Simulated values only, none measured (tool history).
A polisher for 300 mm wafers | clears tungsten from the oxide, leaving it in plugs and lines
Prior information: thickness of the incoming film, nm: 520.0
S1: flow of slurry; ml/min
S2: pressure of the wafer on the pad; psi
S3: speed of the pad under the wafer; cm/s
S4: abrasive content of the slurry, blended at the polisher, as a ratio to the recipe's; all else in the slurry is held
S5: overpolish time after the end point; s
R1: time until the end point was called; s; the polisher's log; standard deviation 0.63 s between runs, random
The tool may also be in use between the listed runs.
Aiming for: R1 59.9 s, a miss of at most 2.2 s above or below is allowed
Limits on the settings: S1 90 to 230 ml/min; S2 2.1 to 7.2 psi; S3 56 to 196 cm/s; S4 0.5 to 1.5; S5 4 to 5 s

run,hour,S1,S2,S3,S4,S5,R1
1,0,150,4.6,126,1,5,89.122
2,2.1,150,4.9,126,1,5,84.166
3,8.6,150,4.9,126,1.2,5,81.881
4,14.5,150,4.9,98,1.2,5,102.05
5,19.6,150,5.3,98,1.2,5,95.709
6,23.3,150,6.3,98,1.2,5,82.056
7,24.3,155,6.5,102,1.2,5,75.223
8,27.9,160,6.6,104,1.2,5,71.758
9,36.4,165,6.7,104,1.2,5,71.634
10,38.8,165,6.8,106,1.2,5,69.099
11,44.1,165,6.9,108,1.2,5,65.917
12,51.4,165,7,108,1.2,5,64.711
13,54.3,170,7.1,110,1.2,5,62.469
14,61.4,170,7.1,110,1.2,5,63.042

Which one of the following 4 next-run settings gets every result inside its allowed miss? There is exactly one.
A,68.5,200,5.6,138,1,4,?
B,68.5,165,6.7,124,1.2,4,?
C,68.5,160,6.7,114,1.05,5,?
D,68.5,200,7,100,1.45,4,?

move,R1
A,64.875
B,60.016
C,67.014
D,66.489
A: its largest miss is bigger than the last run's
B: every result lands within tolerance
C: its largest miss is bigger than the last run's
D: its largest miss is bigger than the last run's
Go with B: it meets all targets.

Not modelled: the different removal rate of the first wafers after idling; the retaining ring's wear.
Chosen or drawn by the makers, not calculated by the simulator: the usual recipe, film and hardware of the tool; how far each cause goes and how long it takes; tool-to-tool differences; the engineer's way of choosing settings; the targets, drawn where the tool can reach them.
